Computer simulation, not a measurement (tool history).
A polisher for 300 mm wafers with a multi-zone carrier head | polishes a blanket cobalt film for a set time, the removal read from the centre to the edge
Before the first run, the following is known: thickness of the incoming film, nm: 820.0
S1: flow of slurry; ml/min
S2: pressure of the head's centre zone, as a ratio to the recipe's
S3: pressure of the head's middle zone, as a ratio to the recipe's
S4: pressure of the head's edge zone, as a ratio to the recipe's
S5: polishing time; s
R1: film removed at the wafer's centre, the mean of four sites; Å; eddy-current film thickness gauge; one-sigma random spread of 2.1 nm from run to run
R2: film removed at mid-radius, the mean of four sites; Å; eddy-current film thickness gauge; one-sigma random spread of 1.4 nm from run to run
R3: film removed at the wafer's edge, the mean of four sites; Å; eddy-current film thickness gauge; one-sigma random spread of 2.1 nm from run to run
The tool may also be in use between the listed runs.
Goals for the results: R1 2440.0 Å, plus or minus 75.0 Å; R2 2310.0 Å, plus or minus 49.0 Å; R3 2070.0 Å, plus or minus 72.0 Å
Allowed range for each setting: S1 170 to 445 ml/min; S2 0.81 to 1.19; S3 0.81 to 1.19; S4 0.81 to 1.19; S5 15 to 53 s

Run 1, hour 0.0: S1 285 ml/min, S2 1.00, S3 1.00, S4 1.00, S5 34 s. Result: R1 1432.2 Å, R2 1447.0 Å, R3 1486.3 Å.
Run 2, hour 1.5: S1 315 ml/min, S2 1.07, S3 1.06, S4 1.01, S5 37 s. Result: R1 1698.2 Å, R2 1663.3 Å, R3 1597.3 Å.
Run 3, hour 2.9: S1 325 ml/min, S2 1.11, S3 1.10, S4 1.05, S5 40 s. Result: R1 1944.4 Å, R2 1870.8 Å, R3 1752.4 Å.
Run 4, hour 8.8: S1 335 ml/min, S2 1.13, S3 1.13, S4 1.08, S5 42 s. Result: R1 2021.5 Å, R2 1994.7 Å, R3 1892.2 Å.
Run 5, hour 13.9: S1 345 ml/min, S2 1.15, S3 1.14, S4 1.07, S5 43 s. Result: R1 2145.0 Å, R2 2061.1 Å, R3 1949.1 Å.
Run 6, hour 17.0: S1 345 ml/min, S2 1.08, S3 1.14, S4 1.07, S5 43 s. Result: R1 2013.5 Å, R2 2073.4 Å, R3 1914.1 Å.
Run 7, hour 18.4: S1 350 ml/min, S2 1.12, S3 1.15, S4 1.06, S5 44 s. Result: R1 2144.0 Å, R2 2132.1 Å, R3 1955.9 Å.
Run 8, hour 20.0: S1 355 ml/min, S2 1.14, S3 1.16, S4 1.05, S5 45 s. Result: R1 2227.6 Å, R2 2193.6 Å, R3 2015.2 Å.

Next run, 5 choices. One meets every target within its allowed miss, the rest don't. Which?
Run A, hour 21.6: S1 355 ml/min, S2 1.19, S3 1.06, S4 1.10, S5 46 s. Result: R1 ?, R2 ?, R3 ?.
Run B, hour 21.6: S1 370 ml/min, S2 0.99, S3 1.19, S4 1.02, S5 46 s. Result: R1 ?, R2 ?, R3 ?.
Run C, hour 21.6: S1 410 ml/min, S2 1.15, S3 1.19, S4 1.01, S5 45 s. Result: R1 ?, R2 ?, R3 ?.
Run D, hour 21.6: S1 290 ml/min, S2 1.16, S3 1.14, S4 0.97, S5 49 s. Result: R1 ?, R2 ?, R3 ?.
Run E, hour 21.6: S1 390 ml/min, S2 1.02, S3 1.19, S4 1.11, S5 42 s. Result: R1 ?, R2 ?, R3 ?.

move      R1      R2      R3
   A  2409.6  2074.5  2102.3
   B  2010.5  2289.1  2026.3
   C  2305.3  2253.5  1983.7
   D  2458.1  2307.0  2077.1
   E  1899.6  2097.3  1935.2
A: puts the biggest miss on target and leaves a different result outside tolerance
B: its largest miss is bigger than the last run's
C: better than the last run, though not everything is in spec
D: all results land within tolerance of their targets
E: its largest miss is bigger than the last run's
Answer: D
